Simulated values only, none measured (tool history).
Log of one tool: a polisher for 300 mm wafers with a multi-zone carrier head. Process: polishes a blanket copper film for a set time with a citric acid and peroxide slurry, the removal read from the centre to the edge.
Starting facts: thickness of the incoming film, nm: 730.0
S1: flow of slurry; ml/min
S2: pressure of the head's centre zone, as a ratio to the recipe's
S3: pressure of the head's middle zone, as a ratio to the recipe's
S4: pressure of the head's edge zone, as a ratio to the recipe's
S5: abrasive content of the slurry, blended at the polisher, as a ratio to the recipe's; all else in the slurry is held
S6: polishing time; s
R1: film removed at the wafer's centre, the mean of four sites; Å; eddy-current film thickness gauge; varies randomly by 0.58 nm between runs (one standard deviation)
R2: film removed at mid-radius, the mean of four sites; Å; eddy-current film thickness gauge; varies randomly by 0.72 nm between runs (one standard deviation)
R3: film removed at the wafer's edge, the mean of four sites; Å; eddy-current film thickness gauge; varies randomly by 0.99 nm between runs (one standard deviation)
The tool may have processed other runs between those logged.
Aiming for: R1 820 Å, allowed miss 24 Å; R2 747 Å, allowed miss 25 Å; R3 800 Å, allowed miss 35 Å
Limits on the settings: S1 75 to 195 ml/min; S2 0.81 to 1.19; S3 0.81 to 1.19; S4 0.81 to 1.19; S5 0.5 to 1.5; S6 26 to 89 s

run 1 hour=0 | S1=125 S2=1 S3=1 S4=1 S5=1 S6=57 | R1=676.6 R2=665.93 R3=658.46
run 2 hour=1.2 | S1=95 S2=1 S3=1 S4=1 S5=1 S6=57 | R1=648.97 R2=628.79 R3=647.66
run 3 hour=10.1 | S1=95 S2=1 S3=1 S4=1 S5=0.85 S6=57 | R1=618.43 R2=616.46 R3=617.59
run 4 hour=17.3 | S1=110 S2=1.02 S3=1.01 S4=1.05 S5=1 S6=57 | R1=670.2 R2=647.68 R3=676.66
run 5 hour=23.2 | S1=110 S2=1.05 S3=1.01 S4=1.05 S5=1 S6=57 | R1=694.89 R2=648.87 R3=657.53
run 6 hour=26.4 | S1=130 S2=1.05 S3=1.01 S4=1.09 S5=1.1 S6=57 | R1=733.33 R2=689.44 R3=717.33
run 7 hour=29.4 | S1=145 S2=1.06 S3=1 S4=1.11 S5=1.15 S6=57 | R1=753.64 R2=700.64 R3=718.92
run 8 hour=33.6 | S1=150 S2=1.06 S3=1 S4=1.13 S5=1.25 S6=57 | R1=764.09 R2=709.95 R3=748.31
run 9 hour=35.6 | S1=150 S2=1.06 S3=1 S4=1.13 S5=1.25 S6=57 | R1=774.74 R2=727.42 R3=738.41
run 10 hour=42.1 | S1=150 S2=1.06 S3=0.99 S4=1.15 S5=1.3 S6=58 | R1=788.9 R2=737.23 R3=767.4
run 11 hour=49.5 | S1=150 S2=1.06 S3=0.98 S4=1.16 S5=1.3 S6=58 | R1=799.71 R2=723.84 R3=787.03

Exercise: of the 4 proposed moves below, exactly one satisfies all targets within the stated allowed misses. Which move is it?
run A hour=56.9 | S1=140 S2=1.01 S3=1.02 S4=1.15 S5=1.3 S6=60 | R1=? R2=? R3=?
run B hour=56.9 | S1=145 S2=1.04 S3=1.03 S4=1.19 S5=1.3 S6=57 | R1=? R2=? R3=?
run C hour=56.9 | S1=155 S2=1.07 S3=0.98 S4=1.19 S5=1.35 S6=59 | R1=? R2=? R3=?
run D hour=56.9 | S1=160 S2=1.13 S3=0.91 S4=1.13 S5=1.35 S6=57 | R1=? R2=? R3=?

move=A R1=775.72 R2=761.61 R3=802.26
move=B R1=763.41 R2=732.07 R3=778.55
move=C R1=828.85 R2=745.02 R3=818.85
move=D R1=849.87 R2=686.83 R3=773.17
A: meets the target for the result that was furthest off, but another lies outside its allowed miss
B: meets the target for the result that was furthest off, but another lies outside its allowed miss
C: meets every target
D: further off than the last run
C is the move that brings every result within its allowed miss.

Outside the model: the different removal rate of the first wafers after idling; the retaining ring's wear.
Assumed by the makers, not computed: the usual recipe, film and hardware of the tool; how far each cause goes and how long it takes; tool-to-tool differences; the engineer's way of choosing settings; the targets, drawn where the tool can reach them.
